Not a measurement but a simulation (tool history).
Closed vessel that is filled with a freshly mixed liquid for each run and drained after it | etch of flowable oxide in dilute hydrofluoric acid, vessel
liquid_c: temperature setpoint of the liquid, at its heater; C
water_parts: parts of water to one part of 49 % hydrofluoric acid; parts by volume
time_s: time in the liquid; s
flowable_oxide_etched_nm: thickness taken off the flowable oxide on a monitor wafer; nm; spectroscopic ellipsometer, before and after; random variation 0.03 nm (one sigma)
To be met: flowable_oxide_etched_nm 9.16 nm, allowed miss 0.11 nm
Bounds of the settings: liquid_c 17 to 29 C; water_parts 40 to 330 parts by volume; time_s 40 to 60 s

{"run": 1, "hour": 0.0, "liquid_c": 21, "water_parts": 185, "time_s": 60, "flowable_oxide_etched_nm": 11.103}
{"run": 2, "hour": 1.6, "liquid_c": 19.5, "water_parts": 185, "time_s": 60, "flowable_oxide_etched_nm": 10.407}
{"run": 3, "hour": 7.3, "liquid_c": 19.5, "water_parts": 185, "time_s": 60, "flowable_oxide_etched_nm": 10.455}
{"run": 4, "hour": 12.6, "liquid_c": 19.5, "water_parts": 140, "time_s": 60, "flowable_oxide_etched_nm": 14.42}
{"run": 5, "hour": 14.4, "liquid_c": 18.5, "water_parts": 155, "time_s": 60, "flowable_oxide_etched_nm": 12.338}
{"run": 6, "hour": 19.5, "liquid_c": 18.5, "water_parts": 115, "time_s": 60, "flowable_oxide_etched_nm": 17.422}
{"run": 7, "hour": 25.7, "liquid_c": 18.5, "water_parts": 115, "time_s": 60, "flowable_oxide_etched_nm": 17.267}
{"run": 8, "hour": 30.3, "liquid_c": 17, "water_parts": 185, "time_s": 60, "flowable_oxide_etched_nm": 9.4351}

5 next moves are on the table. One of them brings every result within its allowed miss. Which?
{"run": "A", "hour": 34.9, "liquid_c": 18.5, "water_parts": 190, "time_s": 60, "flowable_oxide_etched_nm": "?"}
{"run": "B", "hour": 34.9, "liquid_c": 17.5, "water_parts": 175, "time_s": 55, "flowable_oxide_etched_nm": "?"}
{"run": "C", "hour": 34.9, "liquid_c": 21, "water_parts": 205, "time_s": 60, "flowable_oxide_etched_nm": "?"}
{"run": "D", "hour": 34.9, "liquid_c": 18.5, "water_parts": 200, "time_s": 60, "flowable_oxide_etched_nm": "?"}
{"run": "E", "hour": 34.9, "liquid_c": 17, "water_parts": 170, "time_s": 55, "flowable_oxide_etched_nm": "?"}

move=A flowable_oxide_etched_nm=9.7296
move=B flowable_oxide_etched_nm=9.4393
move=C flowable_oxide_etched_nm=9.7908
move=D flowable_oxide_etched_nm=9.1554
move=E flowable_oxide_etched_nm=9.568
A: further off than the last run
B: as far off as the last run
C: further off than the last run
D: meets every target
E: further off than the last run
Move D is the one to make.

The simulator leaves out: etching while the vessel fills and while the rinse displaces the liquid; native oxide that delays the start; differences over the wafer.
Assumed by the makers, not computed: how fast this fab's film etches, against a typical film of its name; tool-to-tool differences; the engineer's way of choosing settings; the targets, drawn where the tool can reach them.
